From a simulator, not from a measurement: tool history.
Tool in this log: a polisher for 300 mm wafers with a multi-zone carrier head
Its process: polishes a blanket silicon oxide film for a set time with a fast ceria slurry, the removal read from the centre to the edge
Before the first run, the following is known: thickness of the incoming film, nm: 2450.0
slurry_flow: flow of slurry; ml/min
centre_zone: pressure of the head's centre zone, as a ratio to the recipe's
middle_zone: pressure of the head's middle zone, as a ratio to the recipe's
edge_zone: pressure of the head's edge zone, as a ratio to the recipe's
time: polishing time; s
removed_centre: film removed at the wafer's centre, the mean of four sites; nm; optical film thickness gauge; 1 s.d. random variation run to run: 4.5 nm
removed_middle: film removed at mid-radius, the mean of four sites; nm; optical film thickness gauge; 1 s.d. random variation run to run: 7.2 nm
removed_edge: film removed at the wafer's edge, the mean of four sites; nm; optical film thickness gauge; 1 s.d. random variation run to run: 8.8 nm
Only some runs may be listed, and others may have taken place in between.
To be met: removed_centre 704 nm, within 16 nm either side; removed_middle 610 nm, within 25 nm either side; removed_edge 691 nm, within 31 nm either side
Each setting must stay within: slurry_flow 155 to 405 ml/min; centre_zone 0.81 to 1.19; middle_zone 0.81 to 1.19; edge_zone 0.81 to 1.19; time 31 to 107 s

run,hour,slurry_flow,centre_zone,middle_zone,edge_zone,time,removed_centre,removed_middle,removed_edge
1,0,260,1,1,1,69,747.93,745.57,762.2
2,5.4,260,1,1,1,83,908.61,900.58,934.8
3,8.5,260,1,0.98,0.99,81,869.97,871.65,897.5
4,12.4,260,1.01,0.96,0.99,79,862.55,809.34,866.48
5,19.3,255,1,0.95,0.98,78,847.13,813.16,852.75
6,26.1,255,1,0.95,1.05,78,842.9,803.34,892.77
7,30.1,255,1,0.95,1.05,78,847.72,810.74,882.21
8,37.1,230,0.99,0.85,0.95,65,685.5,613.41,716.73

Exactly one of the 4 candidate moves below puts every result within its allowed miss. Which one?
A,44.1,225,1.08,0.81,1.07,61,?,?,?
B,44.1,280,0.97,0.81,0.82,66,?,?,?
C,44.1,180,1.01,0.92,1.04,64,?,?,?
D,44.1,235,0.97,0.86,0.93,64,?,?,?

move,removed_centre,removed_middle,removed_edge
A,699.22,538.56,694.37
B,703.18,599.82,693.99
C,659.58,604.72,699.48
D,665.68,597.56,692.31
A: corrects the largest miss of the last run, while another result sits out of spec
B: meets every target
C: its largest miss is bigger than the last run's
D: its largest miss is bigger than the last run's
Move B is the one to make.
